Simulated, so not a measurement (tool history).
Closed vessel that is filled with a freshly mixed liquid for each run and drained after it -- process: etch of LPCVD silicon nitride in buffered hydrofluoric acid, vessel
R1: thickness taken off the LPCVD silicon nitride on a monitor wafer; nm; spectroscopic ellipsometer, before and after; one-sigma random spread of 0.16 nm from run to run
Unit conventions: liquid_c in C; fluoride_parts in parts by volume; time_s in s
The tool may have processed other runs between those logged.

{"run": 1, "hour": 0.0, "liquid_c": 24, "fluoride_parts": 13.5, "time_s": 2570, "R1": 25.895}
{"run": 2, "hour": 2.9, "liquid_c": 23, "fluoride_parts": 13.5, "time_s": 2570, "R1": 24.61}
{"run": 3, "hour": 10.5, "liquid_c": 22.5, "fluoride_parts": 13.5, "time_s": 2570, "R1": 23.836}
{"run": 4, "hour": 14.3, "liquid_c": 22.5, "fluoride_parts": 9.5, "time_s": 2570, "R1": 32.741}
{"run": 5, "hour": 16.6, "liquid_c": 19, "fluoride_parts": 9.5, "time_s": 2570, "R1": 27.351}
{"run": 6, "hour": 23.2, "liquid_c": 19, "fluoride_parts": 9.5, "time_s": 2570, "R1": 27.476}
{"run": 7, "hour": 31.6, "liquid_c": 18.5, "fluoride_parts": 10, "time_s": 2570, "R1": 26.086}
{"run": 8, "hour": 37.0, "liquid_c": 18, "fluoride_parts": 10.5, "time_s": 2570, "R1": 23.68}

Run 9 comes next. What will it give?
{"run": 9, "hour": 40.5, "liquid_c": 17.5, "fluoride_parts": 11, "time_s": 2570, "R1": "?"}

Run 9 measured R1 22.254 nm.
